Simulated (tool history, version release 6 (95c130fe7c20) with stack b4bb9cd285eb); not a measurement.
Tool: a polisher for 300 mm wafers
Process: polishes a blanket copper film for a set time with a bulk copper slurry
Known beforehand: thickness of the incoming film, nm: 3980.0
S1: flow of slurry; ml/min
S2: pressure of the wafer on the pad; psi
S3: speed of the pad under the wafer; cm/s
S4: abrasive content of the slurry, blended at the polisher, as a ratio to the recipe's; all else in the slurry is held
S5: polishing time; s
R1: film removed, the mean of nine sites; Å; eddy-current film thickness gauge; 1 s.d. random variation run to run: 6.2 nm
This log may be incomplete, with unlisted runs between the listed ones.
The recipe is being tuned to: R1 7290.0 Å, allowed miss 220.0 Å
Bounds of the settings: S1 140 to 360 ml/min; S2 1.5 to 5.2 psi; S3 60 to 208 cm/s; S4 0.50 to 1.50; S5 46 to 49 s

| run | day | S1 | S2 | S3 | S4 | S5 | R1 |
|---|---|---|---|---|---|---|---|
| 1 | 0.000 | 230 | 3.3 | 134 | 1.00 | 46 | 5860.4 |
| 2 | 0.238 | 230 | 3.3 | 134 | 1.10 | 46 | 5920.7 |
| 3 | 0.342 | 230 | 3.4 | 134 | 1.10 | 46 | 6145.6 |
| 4 | 0.629 | 230 | 3.5 | 134 | 1.10 | 46 | 6199.8 |
| 5 | 0.954 | 230 | 3.5 | 134 | 1.00 | 46 | 6076.3 |
| 6 | 1.067 | 185 | 3.5 | 134 | 1.00 | 46 | 5986.2 |
| 7 | 1.100 | 185 | 3.6 | 134 | 1.00 | 46 | 6132.8 |
| 8 | 1.254 | 190 | 3.7 | 134 | 1.00 | 46 | 6276.9 |

Which single option among these 4 for the next run brings every result within its allowed miss of target? Just one does.
| A | 1.408 | 255 | 5.2 | 94 | 0.95 | 49 | ? |
| B | 1.408 | 165 | 3.7 | 160 | 0.85 | 49 | ? |
| C | 1.408 | 235 | 4.3 | 122 | 1.25 | 47 | ? |
| D | 1.408 | 165 | 4.0 | 150 | 1.00 | 47 | ? |

| move | R1 |
|---|---|
| A | 6785.6 |
| B | 7784.8 |
| C | 7262.6 |
| D | 7726.4 |
A: closes in on the targets versus the last run, not all within tolerance yet
B: the result that was furthest off in the last run now lies on the other side of its target
C: all results in spec
D: the result that was furthest off in the last run now lies on the other side of its target
C meets every target.
